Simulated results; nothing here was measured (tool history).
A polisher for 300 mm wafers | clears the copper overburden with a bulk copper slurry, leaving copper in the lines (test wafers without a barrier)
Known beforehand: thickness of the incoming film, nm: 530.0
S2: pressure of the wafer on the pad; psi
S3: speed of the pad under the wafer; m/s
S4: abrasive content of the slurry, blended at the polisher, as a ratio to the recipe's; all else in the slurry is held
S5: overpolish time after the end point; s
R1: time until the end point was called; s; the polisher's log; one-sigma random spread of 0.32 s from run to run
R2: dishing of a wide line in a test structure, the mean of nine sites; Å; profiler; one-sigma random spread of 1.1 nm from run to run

run 1 hour=0 | flow_of_slurry_(ml/min)=315 S2=1.7 S3=1.04 S4=1 S5=15 | R1=74.501 R2=513.48
run 2 hour=8.6 | flow_of_slurry_(ml/min)=315 S2=1.8 S3=1.06 S4=1 S5=15 | R1=69.361 R2=552.15
run 3 hour=12.6 | flow_of_slurry_(ml/min)=275 S2=1.8 S3=1.06 S4=1 S5=15 | R1=69.499 R2=526.46
run 4 hour=19.5 | flow_of_slurry_(ml/min)=275 S2=1.8 S3=1.06 S4=1.1 S5=15 | R1=69.433 R2=545.18
run 5 hour=28.2 | flow_of_slurry_(ml/min)=280 S2=1.9 S3=1.08 S4=1.1 S5=15 | R1=63.527 R2=576.66
run 6 hour=35.9 | flow_of_slurry_(ml/min)=285 S2=2 S3=1.08 S4=1.1 S5=15 | R1=61.242 R2=590.7
run 7 hour=43.3 | flow_of_slurry_(ml/min)=285 S2=2.1 S3=1.1 S4=1.1 S5=15 | R1=56.556 R2=613.19
run 8 hour=52.1 | flow_of_slurry_(ml/min)=285 S2=2.2 S3=1.12 S4=1.1 S5=15 | R1=52.776 R2=622.7
run 9 hour=57.9 | flow_of_slurry_(ml/min)=285 S2=2.2 S3=1.12 S4=1.1 S5=15 | R1=53.033 R2=624.13

Run 10, settings as shown, results not yet in. Your forecast:
run 10 hour=58.8 | flow_of_slurry_(ml/min)=285 S2=2.3 S3=1.12 S4=1.1 S5=15 | R1=? R2=?

{"run 10": {"R1": 51.213, "R2": 641}}

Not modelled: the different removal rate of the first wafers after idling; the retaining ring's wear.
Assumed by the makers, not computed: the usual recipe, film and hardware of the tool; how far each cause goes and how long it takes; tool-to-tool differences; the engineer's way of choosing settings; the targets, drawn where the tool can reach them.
